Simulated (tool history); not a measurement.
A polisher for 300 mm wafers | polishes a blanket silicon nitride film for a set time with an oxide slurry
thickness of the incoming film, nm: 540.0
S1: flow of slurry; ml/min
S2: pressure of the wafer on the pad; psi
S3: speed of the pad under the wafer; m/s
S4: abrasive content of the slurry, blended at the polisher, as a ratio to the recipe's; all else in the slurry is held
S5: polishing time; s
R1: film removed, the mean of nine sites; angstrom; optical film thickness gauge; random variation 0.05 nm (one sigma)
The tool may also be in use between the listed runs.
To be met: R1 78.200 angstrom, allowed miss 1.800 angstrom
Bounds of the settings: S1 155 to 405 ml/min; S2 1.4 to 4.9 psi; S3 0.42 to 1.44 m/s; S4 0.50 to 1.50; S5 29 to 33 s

run	hour	S1	S2	S3	S4	S5	R1
1	0.0	260	3.1	0.92	1.00	33	177.660
2	3.9	260	3.1	0.82	1.00	33	161.900
3	6.7	255	2.6	0.78	1.00	33	129.930
4	12.3	250	2.3	0.76	1.00	33	112.860
5	16.0	195	2.3	0.76	1.00	33	109.350
6	21.4	195	2.3	0.76	1.00	33	110.480
7	25.0	190	2.1	0.76	1.00	33	99.374
8	29.1	185	2.0	0.76	1.00	33	95.418
9	31.5	175	1.4	0.76	1.00	33	67.384
10	40.0	175	1.5	0.76	1.00	33	72.063
11	46.0	180	1.5	0.76	1.00	33	72.176

4 next moves are on the table. One of them brings every result within its allowed miss. Which?
A	52.0	155	1.7	0.76	1.05	30	?
B	52.0	205	1.7	0.64	0.85	33	?
C	52.0	170	1.7	0.70	1.15	32	?
D	52.0	230	1.5	0.74	1.35	29	?

move	R1
A	73.302
B	67.810
C	77.763
D	72.883
A: nearer than the last run, and not there yet
B: further off than the last run
C: meets every target
D: nearer than the last run, and not there yet
Move C is the one to make.

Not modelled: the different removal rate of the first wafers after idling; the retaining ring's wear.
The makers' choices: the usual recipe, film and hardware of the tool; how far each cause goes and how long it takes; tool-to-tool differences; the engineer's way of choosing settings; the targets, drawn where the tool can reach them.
